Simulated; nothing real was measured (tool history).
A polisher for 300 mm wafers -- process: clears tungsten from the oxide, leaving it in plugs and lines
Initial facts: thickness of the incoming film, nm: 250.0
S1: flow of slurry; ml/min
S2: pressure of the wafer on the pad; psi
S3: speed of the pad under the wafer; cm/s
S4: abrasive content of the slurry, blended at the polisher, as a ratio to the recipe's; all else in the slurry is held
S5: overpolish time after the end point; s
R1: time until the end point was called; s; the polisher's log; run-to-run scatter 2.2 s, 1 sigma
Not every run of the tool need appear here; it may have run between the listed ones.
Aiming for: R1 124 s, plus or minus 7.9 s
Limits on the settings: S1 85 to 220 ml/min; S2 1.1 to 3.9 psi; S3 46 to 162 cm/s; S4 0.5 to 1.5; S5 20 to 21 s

run,hour,S1,S2,S3,S4,S5,R1
1,0,140,2.5,104,1,20,89.398
2,8.7,140,2.5,104,1,20,91.581
3,12.5,140,2.4,104,1,20,97.599
4,19.1,140,2.4,104,1.15,20,92.516
5,21.3,140,2.4,104,1,20,94.54
6,26.5,155,2.4,104,1,20,96.816
7,35.5,155,2.3,104,1,20,96.36
8,38.3,155,1.6,98,1,20,145.31
9,45.7,155,1.7,98,1,20,139.03

Below are 5 possible settings for the next run. Only one of them brings all results inside the allowed miss of their targets. Which is it?
A,53.1,145,1.7,112,0.9,20,?
B,53.1,140,1.6,100,1.2,20,?
C,53.1,165,1.7,94,0.8,20,?
D,53.1,150,1.5,112,1.05,20,?
E,53.1,155,1.7,94,1.05,20,?

move,R1
A,125.46
B,137.39
C,145.46
D,135.49
E,138.05
A: meets every target
B: an improvement on the last run, though not all results are within tolerance
C: its largest miss is bigger than the last run's
D: an improvement on the last run, though not all results are within tolerance
E: an improvement on the last run, though not all results are within tolerance
A is the move that brings every result within its allowed miss.
